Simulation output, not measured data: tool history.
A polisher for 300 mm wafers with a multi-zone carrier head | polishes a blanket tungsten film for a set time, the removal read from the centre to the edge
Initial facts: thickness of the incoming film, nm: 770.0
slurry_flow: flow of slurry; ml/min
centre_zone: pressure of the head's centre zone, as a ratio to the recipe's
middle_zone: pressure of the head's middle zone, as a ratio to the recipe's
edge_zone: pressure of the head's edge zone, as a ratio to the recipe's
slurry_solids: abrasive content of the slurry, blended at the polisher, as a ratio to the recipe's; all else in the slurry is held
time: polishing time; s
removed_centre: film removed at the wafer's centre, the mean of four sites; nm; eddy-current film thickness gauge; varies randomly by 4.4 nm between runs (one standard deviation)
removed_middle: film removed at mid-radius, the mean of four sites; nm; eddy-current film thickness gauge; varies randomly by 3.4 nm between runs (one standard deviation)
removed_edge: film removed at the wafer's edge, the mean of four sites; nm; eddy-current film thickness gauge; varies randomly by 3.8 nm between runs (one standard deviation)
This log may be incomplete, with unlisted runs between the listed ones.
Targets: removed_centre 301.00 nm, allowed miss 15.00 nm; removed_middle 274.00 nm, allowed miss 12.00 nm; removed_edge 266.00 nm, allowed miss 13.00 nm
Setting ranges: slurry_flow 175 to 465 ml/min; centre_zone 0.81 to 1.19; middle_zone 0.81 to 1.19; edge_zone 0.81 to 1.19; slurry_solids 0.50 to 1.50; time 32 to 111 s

Run 1, hour 0.0: slurry_flow 295 ml/min, centre_zone 1.00, middle_zone 1.00, edge_zone 1.00, slurry_solids 1.00, time 71 s. Result: removed_centre 229.97 nm, removed_middle 217.42 nm, removed_edge 222.30 nm.
Run 2, hour 2.6: slurry_flow 295 ml/min, centre_zone 1.03, middle_zone 1.03, edge_zone 1.02, slurry_solids 1.15, time 72 s. Result: removed_centre 246.19 nm, removed_middle 241.27 nm, removed_edge 242.29 nm.
Run 3, hour 7.6: slurry_flow 300 ml/min, centre_zone 1.07, middle_zone 1.04, edge_zone 1.02, slurry_solids 1.20, time 72 s. Result: removed_centre 266.11 nm, removed_middle 238.04 nm, removed_edge 250.65 nm.
Run 4, hour 13.1: slurry_flow 300 ml/min, centre_zone 1.07, middle_zone 1.04, edge_zone 1.05, slurry_solids 1.20, time 72 s. Result: removed_centre 260.02 nm, removed_middle 237.54 nm, removed_edge 248.27 nm.
Run 5, hour 19.2: slurry_flow 250 ml/min, centre_zone 1.07, middle_zone 1.04, edge_zone 1.05, slurry_solids 1.20, time 72 s. Result: removed_centre 260.60 nm, removed_middle 240.32 nm, removed_edge 243.42 nm.
Run 6, hour 23.3: slurry_flow 185 ml/min, centre_zone 1.07, middle_zone 1.04, edge_zone 1.05, slurry_solids 1.20, time 72 s. Result: removed_centre 246.20 nm, removed_middle 231.08 nm, removed_edge 244.96 nm.
Run 7, hour 27.6: slurry_flow 205 ml/min, centre_zone 1.10, middle_zone 1.07, edge_zone 1.04, slurry_solids 1.25, time 72 s. Result: removed_centre 268.81 nm, removed_middle 241.79 nm, removed_edge 241.82 nm.
Run 8, hour 31.0: slurry_flow 210 ml/min, centre_zone 1.11, middle_zone 1.09, edge_zone 1.06, slurry_solids 1.30, time 72 s. Result: removed_centre 265.08 nm, removed_middle 248.21 nm, removed_edge 247.89 nm.
Run 9, hour 35.6: slurry_flow 215 ml/min, centre_zone 1.13, middle_zone 1.10, edge_zone 1.06, slurry_solids 1.35, time 73 s. Result: removed_centre 288.13 nm, removed_middle 258.28 nm, removed_edge 262.26 nm.

Which of these 4 next moves meets every target?
Run A, hour 40.2: slurry_flow 225 ml/min, centre_zone 1.14, middle_zone 1.05, edge_zone 1.09, slurry_solids 1.40, time 72 s. Result: removed_centre ?, removed_middle ?, removed_edge ?.
Run B, hour 40.2: slurry_flow 225 ml/min, centre_zone 1.12, middle_zone 1.11, edge_zone 1.01, slurry_solids 1.20, time 80 s. Result: removed_centre ?, removed_middle ?, removed_edge ?.
Run C, hour 40.2: slurry_flow 190 ml/min, centre_zone 1.15, middle_zone 1.19, edge_zone 0.96, slurry_solids 1.25, time 73 s. Result: removed_centre ?, removed_middle ?, removed_edge ?.
Run D, hour 40.2: slurry_flow 275 ml/min, centre_zone 1.04, middle_zone 1.16, edge_zone 1.05, slurry_solids 1.40, time 73 s. Result: removed_centre ?, removed_middle ?, removed_edge ?.

move  removed_centre  removed_middle  removed_edge
   A          285.51          249.63        258.32
   B          297.45          273.41        263.93
   C          278.15          259.74        235.60
   D          268.52          272.57        259.94
A: lands further from the targets than the last run did
B: in spec on every target
C: lands further from the targets than the last run did
D: brings the result that was furthest off to its target, and leaves another outside
B meets every target.
